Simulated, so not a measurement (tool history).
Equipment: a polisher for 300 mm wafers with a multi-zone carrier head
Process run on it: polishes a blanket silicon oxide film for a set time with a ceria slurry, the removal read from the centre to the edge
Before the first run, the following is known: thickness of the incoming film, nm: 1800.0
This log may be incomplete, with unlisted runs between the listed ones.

run	hour	flow of slurry (ml/min)	pressure of the head's centre zone	pressure of the head's middle zone	pressure of the head's edge zone	polishing time (s)	film removed at the wafer's centre (nm)	film removed at mid-radius (nm)	film removed at the wafer's edge (nm)
1	0	290	1	1	1	64	333.28	331.07	333.81
2	7.4	290	1	1.08	1	64	332.18	356.91	333.91
3	8.9	290	1	1.08	0.94	64	329.96	351.98	319.79
4	16.6	290	1	1.08	0.94	51	265.55	283.99	257.07
5	22.7	300	1.03	1.1	1	57	304.3	319.08	289.86
6	30.1	300	1.03	1.1	1	50	266.3	278.14	260.56
7	35.5	335	1.04	1.11	1.1	68	375.12	383.71	367.35
8	39.6	335	1.04	1.12	1.11	71	394.28	405.23	380.91
9	48.4	335	1.04	1.12	1.12	73	394.87	417.62	398.88
10	54.3	340	1.05	1.13	1.13	75	413.77	429.71	414.81
11	56.5	350	1.06	1.14	1.14	76	429.31	437.32	411.14
12	57.1	355	1.06	1.14	1.15	77	432.47	443.65	431.44

The next listed run, before its measurement:
13	60.1	390	1.08	1.19	1.16	77	?	?	?

{"run 13": {"film removed at the wafer's centre (nm)": 441.07, "film removed at mid-radius (nm)": 466.96, "film removed at the wafer's edge (nm)": 425.71}}
